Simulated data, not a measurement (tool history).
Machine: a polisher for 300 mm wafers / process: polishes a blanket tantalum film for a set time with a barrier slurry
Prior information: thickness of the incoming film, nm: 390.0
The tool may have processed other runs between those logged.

run	day	flow of slurry (ml/min)	pressure of the wafer on the pad (kPa)	speed of the pad under the wafer (m/s)	abrasive content of the slurry	polishing time (s)	film removed (nm)
1	0	145	14.5	0.86	1	41	51.467
2	0.054	145	14.5	1	1	41	58.882
3	0.388	145	14.5	0.84	1	41	50.873
4	0.588	135	12.4	0.84	1	41	43.727
5	0.867	135	12.4	0.84	1	37	39.249
6	1.004	125	11.7	0.84	1	37	37.162
7	1.362	115	11	0.84	1	37	35.111

Forecast run 8:
8	1.642	110	10.3	0.84	1	37	?

Run 8 measured film removed (nm) 32.994.
